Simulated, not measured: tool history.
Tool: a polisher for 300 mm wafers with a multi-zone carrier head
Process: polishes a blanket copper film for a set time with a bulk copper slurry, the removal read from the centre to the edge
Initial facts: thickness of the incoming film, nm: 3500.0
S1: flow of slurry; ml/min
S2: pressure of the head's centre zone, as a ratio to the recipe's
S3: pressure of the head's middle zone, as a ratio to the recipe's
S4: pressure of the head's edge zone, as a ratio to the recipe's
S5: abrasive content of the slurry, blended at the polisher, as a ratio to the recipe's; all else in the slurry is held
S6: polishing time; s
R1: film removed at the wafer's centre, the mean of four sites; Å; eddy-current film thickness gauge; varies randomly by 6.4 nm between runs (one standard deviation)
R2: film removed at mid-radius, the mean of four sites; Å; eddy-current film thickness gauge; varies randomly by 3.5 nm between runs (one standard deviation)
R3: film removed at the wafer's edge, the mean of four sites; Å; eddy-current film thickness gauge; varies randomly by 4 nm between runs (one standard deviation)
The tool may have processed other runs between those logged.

run,hour,S1,S2,S3,S4,S5,S6,R1,R2,R3
1,0.0,180,1.00,1.00,1.00,1.00,52,3416.5,3525.9,3335.4
2,6.6,185,1.01,1.01,1.02,1.05,53,3631.7,3701.8,3584.0
3,9.7,195,1.02,1.03,1.04,1.05,53,3664.3,3784.4,3587.6
4,17.8,160,1.02,1.03,1.04,1.05,53,3545.4,3670.8,3477.8
5,26.1,170,1.03,1.04,1.06,1.10,53,3670.7,3740.3,3590.6
6,29.5,170,1.11,1.04,1.06,1.10,53,3765.1,3701.0,3539.6
7,34.6,220,1.13,1.08,1.16,1.35,56,4468.2,4447.4,4272.6

Run 8 has not been measured yet. What should we expect?
8,39.2,225,1.13,1.08,1.16,1.35,56,?,?,?

R1: 4384.6 Å
R2: 4477.2 Å
R3: 4254.4 Å
